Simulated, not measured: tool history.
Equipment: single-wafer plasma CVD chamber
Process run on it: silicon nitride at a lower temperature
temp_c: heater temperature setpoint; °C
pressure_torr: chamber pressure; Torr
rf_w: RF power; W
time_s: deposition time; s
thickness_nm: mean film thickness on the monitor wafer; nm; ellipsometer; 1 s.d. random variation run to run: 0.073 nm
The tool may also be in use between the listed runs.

| run | day | temp_c | pressure_torr | rf_w | time_s | thickness_nm |
|---|---|---|---|---|---|---|
| 1 | 0 | 335 | 1.92 | 320 | 28.7 | 36.075 |
| 2 | 0.096 | 335 | 1.86 | 310 | 28.6 | 34.972 |
| 3 | 0.35 | 335 | 2.16 | 310 | 28.6 | 36.602 |
| 4 | 0.554 | 335 | 2.07 | 300 | 28.5 | 35.486 |
| 5 | 0.829 | 335 | 1.99 | 295 | 28.4 | 34.438 |
| 6 | 1.196 | 335 | 1.99 | 255 | 28.4 | 31.802 |
| 7 | 1.246 | 335 | 1.95 | 255 | 28.4 | 31.718 |
| 8 | 1.446 | 335 | 1.91 | 255 | 28.4 | 31.395 |
| 9 | 1.512 | 335 | 1.88 | 255 | 28.4 | 31.406 |

Estimate the outcome of run 10 from the log above:
| 10 | 1.625 | 335 | 1.85 | 255 | 28.4 | ? |

{"run 10": {"thickness_nm": 31.076}}
